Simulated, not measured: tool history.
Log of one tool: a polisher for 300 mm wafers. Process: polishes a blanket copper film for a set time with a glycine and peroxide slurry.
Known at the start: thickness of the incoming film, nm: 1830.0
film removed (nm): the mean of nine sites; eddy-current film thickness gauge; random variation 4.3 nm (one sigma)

run,hour,flow of slurry (ml/min),pressure of the wafer on the pad (kPa),speed of the pad under the wafer (cm/s),polishing time (s),film removed (nm)
1,0.0,185,17.2,116,46,232.20
2,3.3,185,17.2,116,41,200.80
3,12.1,185,17.2,116,46,224.80
4,19.5,185,19.3,118,46,251.05
5,27.6,185,16.5,118,46,223.01
6,28.3,185,18.6,118,46,243.93
7,35.1,185,20.0,120,46,258.46

The next listed run, before its measurement:
8,37.6,185,21.4,122,46,?

Run 8 gave film removed (nm) 282.10.
